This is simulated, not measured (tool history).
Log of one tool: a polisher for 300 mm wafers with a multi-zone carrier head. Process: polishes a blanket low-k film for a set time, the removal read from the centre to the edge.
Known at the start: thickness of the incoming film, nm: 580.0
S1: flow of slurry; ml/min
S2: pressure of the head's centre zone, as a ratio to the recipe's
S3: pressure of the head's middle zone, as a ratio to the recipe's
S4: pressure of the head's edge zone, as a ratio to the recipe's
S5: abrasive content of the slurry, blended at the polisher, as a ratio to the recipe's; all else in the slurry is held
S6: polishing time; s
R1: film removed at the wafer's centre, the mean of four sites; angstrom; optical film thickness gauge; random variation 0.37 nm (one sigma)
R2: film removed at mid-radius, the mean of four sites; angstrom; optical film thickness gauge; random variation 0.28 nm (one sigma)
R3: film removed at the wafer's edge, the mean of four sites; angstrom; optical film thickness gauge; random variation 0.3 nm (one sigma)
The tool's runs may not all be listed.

run 1 hour=0.0 | S1=290 S2=1.00 S3=1.00 S4=1.00 S5=1.00 S6=76 | R1=186.21 R2=192.87 R3=191.90
run 2 hour=2.7 | S1=290 S2=1.08 S3=1.00 S4=1.00 S5=1.00 S6=76 | R1=209.44 R2=192.92 R3=191.55
run 3 hour=11.2 | S1=290 S2=1.08 S3=1.00 S4=1.03 S5=1.00 S6=76 | R1=205.27 R2=189.64 R3=194.54
run 4 hour=12.2 | S1=290 S2=1.13 S3=1.00 S4=1.03 S5=1.00 S6=76 | R1=215.52 R2=188.14 R3=195.54
run 5 hour=13.4 | S1=290 S2=1.13 S3=0.99 S4=1.05 S5=1.05 S6=76 | R1=220.77 R2=193.83 R3=202.17
run 6 hour=18.1 | S1=290 S2=1.13 S3=0.97 S4=1.07 S5=1.10 S6=76 | R1=228.35 R2=189.27 R3=203.95

Run 7 comes next. What will it give?
run 7 hour=20.6 | S1=285 S2=1.11 S3=0.96 S4=1.09 S5=1.15 S6=77 | R1=? R2=? R3=?

Run 7 gave R1 230.30 angstrom, R2 196.98 angstrom, R3 218.32 angstrom.
